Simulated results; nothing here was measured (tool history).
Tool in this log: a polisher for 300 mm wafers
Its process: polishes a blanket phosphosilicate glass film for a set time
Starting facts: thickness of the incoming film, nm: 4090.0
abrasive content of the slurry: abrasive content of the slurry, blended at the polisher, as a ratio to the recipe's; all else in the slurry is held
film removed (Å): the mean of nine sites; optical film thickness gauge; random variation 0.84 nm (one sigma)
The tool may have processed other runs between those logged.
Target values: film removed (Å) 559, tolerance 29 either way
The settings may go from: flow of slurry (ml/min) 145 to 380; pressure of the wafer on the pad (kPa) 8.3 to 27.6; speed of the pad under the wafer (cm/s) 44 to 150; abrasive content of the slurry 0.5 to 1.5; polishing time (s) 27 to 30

| run | hour | flow of slurry (ml/min) | pressure of the wafer on the pad (kPa) | speed of the pad under the wafer (cm/s) | abrasive content of the slurry | polishing time (s) | film removed (Å) |
|---|---|---|---|---|---|---|---|
| 1 | 0 | 245 | 17.9 | 96 | 1 | 30 | 1846.2 |
| 2 | 3.5 | 240 | 15.2 | 82 | 0.9 | 29 | 1243.2 |
| 3 | 5.1 | 240 | 13.1 | 72 | 0.9 | 29 | 988.72 |
| 4 | 7.7 | 240 | 11.7 | 64 | 0.9 | 29 | 811.38 |
| 5 | 11.3 | 240 | 11 | 60 | 0.9 | 29 | 726.7 |
| 6 | 19 | 240 | 11 | 60 | 1.1 | 29 | 784.29 |
| 7 | 22 | 240 | 10.3 | 56 | 1.1 | 29 | 688.15 |
| 8 | 24.7 | 240 | 9.7 | 54 | 1.1 | 29 | 641.15 |
| 9 | 31.7 | 240 | 9 | 54 | 1.1 | 29 | 597.4 |

Pick the move, out of 4, that brings all results within their allowed miss; only one does.
| A | 38.7 | 150 | 11 | 50 | 1.15 | 29 | ? |
| B | 38.7 | 265 | 9 | 62 | 1.1 | 30 | ? |
| C | 38.7 | 295 | 11.7 | 44 | 1.3 | 27 | ? |
| D | 38.7 | 210 | 11 | 44 | 1.1 | 27 | ? |

| move | film removed (Å) |
|---|---|
| A | 636.41 |
| B | 697.54 |
| C | 660.42 |
| D | 559.68 |
A: misses by more than the last run did
B: misses by more than the last run did
C: misses by more than the last run did
D: every result within its allowed miss
D is the move that brings every result within its allowed miss.

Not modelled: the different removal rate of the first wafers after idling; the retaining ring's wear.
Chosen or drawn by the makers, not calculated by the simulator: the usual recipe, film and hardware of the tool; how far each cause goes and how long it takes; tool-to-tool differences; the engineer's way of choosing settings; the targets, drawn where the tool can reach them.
